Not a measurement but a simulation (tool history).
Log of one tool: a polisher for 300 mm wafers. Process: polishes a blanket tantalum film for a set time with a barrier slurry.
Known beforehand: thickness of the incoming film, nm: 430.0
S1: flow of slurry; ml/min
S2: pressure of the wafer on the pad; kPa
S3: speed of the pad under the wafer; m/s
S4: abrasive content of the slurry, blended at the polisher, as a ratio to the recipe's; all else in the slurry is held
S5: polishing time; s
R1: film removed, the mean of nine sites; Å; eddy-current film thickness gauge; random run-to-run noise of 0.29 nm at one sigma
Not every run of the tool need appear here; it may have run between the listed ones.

run    day   S1    S2    S3    S4  S5      R1
  1      0  285  10.3  1.26     1  25   455.8
  2  0.321  285  10.3  1.08     1  25  415.43
  3  0.462  285  10.3  1.08  1.15  25  426.55
  4  0.579  285     9  1.06  1.15  25  374.36
  5    0.6  285   8.3  1.06  1.15  25  346.74
  6  0.733  285   7.6  1.06  1.15  25  324.94
  7  1.092  285   6.9  1.06  1.15  25  294.54
  8  1.342  285   6.2  1.06  1.15  25  270.27
  9  1.388  285   6.2  1.06  1.15  25  270.31

The next listed run, before its measurement:
 10  1.433  285  6.2  1.06  1.15  25   ?

R1: 276.36 Å
